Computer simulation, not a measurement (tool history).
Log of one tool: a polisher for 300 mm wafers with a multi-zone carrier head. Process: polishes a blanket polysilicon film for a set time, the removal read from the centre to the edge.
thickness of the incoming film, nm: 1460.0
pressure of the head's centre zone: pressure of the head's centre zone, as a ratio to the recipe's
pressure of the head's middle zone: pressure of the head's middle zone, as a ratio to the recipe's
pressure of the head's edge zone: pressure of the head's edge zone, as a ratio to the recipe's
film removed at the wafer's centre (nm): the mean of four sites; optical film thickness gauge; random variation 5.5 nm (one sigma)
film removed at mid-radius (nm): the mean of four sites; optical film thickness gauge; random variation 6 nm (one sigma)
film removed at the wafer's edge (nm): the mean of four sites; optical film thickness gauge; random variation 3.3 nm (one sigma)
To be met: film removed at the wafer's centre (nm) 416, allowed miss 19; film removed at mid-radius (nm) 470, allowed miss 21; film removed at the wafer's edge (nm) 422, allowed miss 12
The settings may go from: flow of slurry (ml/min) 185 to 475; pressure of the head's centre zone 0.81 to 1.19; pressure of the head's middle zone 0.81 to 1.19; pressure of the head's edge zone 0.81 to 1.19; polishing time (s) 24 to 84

run  hour  flow of slurry (ml/min)  pressure of the head's centre zone  pressure of the head's middle zone  pressure of the head's edge zone  polishing time (s)  film removed at the wafer's centre (nm)  film removed at mid-radius (nm)  film removed at the wafer's edge (nm)
  1     0                      305                                   1                                   1                                 1                  54                                   273.22                           290.86                                 288.05
  2   4.2                      310                                1.02                                1.04                              1.02                  59                                   310.48                           323.55                                 316.58
  3   7.9                      310                                1.02                                1.04                              1.02                  47                                   243.88                           252.94                                  251.1
  4    10                      315                                1.02                                1.06                              1.02                  54                                   288.78                           296.61                                 289.95
  5  14.4                      315                                   1                                1.08                              1.01                  59                                   309.36                           330.94                                 315.55
  6  23.2                      315                                0.99                                 1.1                              1.01                  63                                   318.52                           353.48                                 333.48
  7  27.8                      315                                0.99                                1.11                              1.01                  67                                   339.04                           382.36                                 362.82
  8  33.8                      320                                   1                                1.13                                 1                  69                                   355.48                           397.75                                 363.49
  9  38.2                      325                                   1                                1.14                              1.01                  71                                   361.93                           418.01                                 381.98
 10  44.4                      330                                1.02                                1.15                              1.02                  72                                   382.71                           421.67                                 384.56
 11  44.9                      330                                1.02                                1.16                              1.02                  73                                    387.8                           432.33                                 388.34
 12    46                      330                                1.02                                1.16                              1.03                  74                                   395.89                           442.47                                 401.02
 13  51.3                      330                                1.02                                1.17                              1.04                  75                                   390.79                           456.88                                 405.89

4 next moves are on the table. One of them brings every result within its allowed miss. Which?
  A  56.6                      310                                0.94                                1.06                              1.09                  79                                        ?                                ?                                      ?
  B  56.6                      375                                1.02                                1.17                              1.03                  78                                        ?                                ?                                      ?
  C  56.6                      340                                0.99                                1.19                              1.02                  73                                        ?                                ?                                      ?
  D  56.6                      345                                0.97                                1.12                              0.91                  77                                        ?                                ?                                      ?

move  film removed at the wafer's centre (nm)  film removed at mid-radius (nm)  film removed at the wafer's edge (nm)
   A                                   385.09                           443.75                                 438.85
   B                                   420.63                            479.7                                 426.08
   C                                   378.68                           451.24                                 394.32
   D                                   391.67                           455.17                                 394.71
A: takes the result that was furthest off past its target
B: meets every target
C: further off than the last run
D: further off than the last run
Answer: B

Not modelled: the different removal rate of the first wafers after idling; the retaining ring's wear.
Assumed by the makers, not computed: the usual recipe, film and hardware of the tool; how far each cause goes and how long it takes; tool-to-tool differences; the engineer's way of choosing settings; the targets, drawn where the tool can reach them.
